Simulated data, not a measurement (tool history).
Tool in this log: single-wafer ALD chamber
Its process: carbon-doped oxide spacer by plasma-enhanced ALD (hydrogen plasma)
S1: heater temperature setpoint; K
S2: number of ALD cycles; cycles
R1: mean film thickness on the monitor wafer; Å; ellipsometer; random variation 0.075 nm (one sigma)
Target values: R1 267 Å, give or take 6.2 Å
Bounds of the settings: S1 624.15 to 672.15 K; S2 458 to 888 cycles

run 1 day=0 | S1=648.15 S2=673 | R1=350.7
run 2 day=0.083 | S1=648.15 S2=604 | R1=317.11
run 3 day=0.404 | S1=648.15 S2=572 | R1=298.87
run 4 day=0.546 | S1=657.15 S2=572 | R1=298.25
run 5 day=0.612 | S1=653.15 S2=572 | R1=298.9
run 6 day=0.846 | S1=648.15 S2=572 | R1=298.02
run 7 day=1.138 | S1=648.15 S2=554 | R1=288.89
run 8 day=1.454 | S1=648.15 S2=493 | R1=256.62
run 9 day=1.538 | S1=648.15 S2=499 | R1=259.57

Exactly one of the 5 candidate moves below puts every result within its allowed miss. Which one?
run A day=1.621 | S1=649.15 S2=512 | R1=?
run B day=1.621 | S1=647.15 S2=466 | R1=?
run C day=1.621 | S1=650.15 S2=472 | R1=?
run D day=1.621 | S1=646.15 S2=484 | R1=?
run E day=1.621 | S1=644.15 S2=478 | R1=?

move=A R1=266.03
move=B R1=242.13
move=C R1=245.25
move=D R1=251.48
move=E R1=248.36
A: every result lands within tolerance
B: lands further from the targets than the last run did
C: lands further from the targets than the last run did
D: lands further from the targets than the last run did
E: lands further from the targets than the last run did
A meets every target.

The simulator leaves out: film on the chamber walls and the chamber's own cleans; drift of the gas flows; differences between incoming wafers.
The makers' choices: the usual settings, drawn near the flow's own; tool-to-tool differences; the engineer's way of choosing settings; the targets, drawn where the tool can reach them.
